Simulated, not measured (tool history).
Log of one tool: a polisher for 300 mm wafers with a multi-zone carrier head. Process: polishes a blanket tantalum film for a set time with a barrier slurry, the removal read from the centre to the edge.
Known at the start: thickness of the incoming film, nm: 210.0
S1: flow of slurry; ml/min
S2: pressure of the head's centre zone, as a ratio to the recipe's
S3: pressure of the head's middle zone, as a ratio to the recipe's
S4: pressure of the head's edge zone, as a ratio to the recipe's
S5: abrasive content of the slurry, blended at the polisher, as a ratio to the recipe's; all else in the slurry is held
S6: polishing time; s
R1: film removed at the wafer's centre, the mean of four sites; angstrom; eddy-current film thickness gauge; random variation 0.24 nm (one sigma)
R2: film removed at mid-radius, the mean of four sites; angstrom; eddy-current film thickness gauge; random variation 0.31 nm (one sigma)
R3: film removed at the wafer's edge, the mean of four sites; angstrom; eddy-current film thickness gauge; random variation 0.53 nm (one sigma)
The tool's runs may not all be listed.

run,hour,S1,S2,S3,S4,S5,S6,R1,R2,R3
1,0,240,1,1,1,1,38,483.16,477.59,469.88
2,6.4,240,0.97,0.99,0.95,0.9,38,455.17,468.43,443.98
3,10.4,235,0.95,0.97,0.92,0.8,38,436.19,450.76,429.2
4,16.9,295,0.95,0.97,0.92,0.8,38,453.71,460.29,446.9
5,17.7,295,0.95,0.97,0.92,0.7,38,440.96,438.76,429.49
6,22.3,270,0.94,0.96,0.9,0.65,38,425.82,430.04,409.92
7,30.8,250,0.92,0.95,0.89,0.6,38,410.51,420.07,403.21
8,38.4,235,0.91,0.95,0.87,0.55,38,394.93,408.91,404.46

Run 9 comes next. What will it give?
9,45.6,235,0.92,0.97,0.86,0.55,37,?,?,?

Run 9 gave R1 383.1 angstrom, R2 409.38 angstrom, R3 383.23 angstrom.
